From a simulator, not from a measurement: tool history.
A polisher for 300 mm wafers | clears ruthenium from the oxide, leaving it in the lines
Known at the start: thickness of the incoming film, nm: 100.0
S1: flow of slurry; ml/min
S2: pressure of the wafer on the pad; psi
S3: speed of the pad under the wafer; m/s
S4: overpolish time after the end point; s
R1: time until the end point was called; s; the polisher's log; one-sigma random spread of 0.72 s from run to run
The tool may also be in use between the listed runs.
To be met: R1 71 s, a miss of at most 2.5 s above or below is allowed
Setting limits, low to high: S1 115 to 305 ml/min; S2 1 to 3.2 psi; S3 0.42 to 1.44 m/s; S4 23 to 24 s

run    day   S1   S2    S3  S4      R1
  1      0  195  2.1  0.92  23  89.573
  2    0.3  215  2.1  0.92  23  88.723
  3  0.521  215  2.1  0.92  24  89.851
  4  0.883  215  2.1  0.92  24  88.371
  5  0.988  215  2.2  0.92  24  83.319
  6  1.362  215  2.2  0.92  24  85.275
  7  1.462  215  2.3  0.92  24  80.487
  8  1.621  215  2.4  0.92  24  78.963

Which single option among these 4 for the next run brings every result within its allowed miss of target? Just one does.
  A  1.779  270  2.2  0.98  23   ?
  B  1.779  215  2.6  0.94  24   ?
  C  1.779  290  1.8  1.18  24   ?
  D  1.779  210  2.4  0.96  24   ?

move      R1
   A   78.37
   B  71.094
   C  78.868
   D  75.511
A: better than the last run, though not everything is in spec
B: hits every target within its allowed miss
C: about as far from the targets as the last run
D: better than the last run, though not everything is in spec
The right move is B.
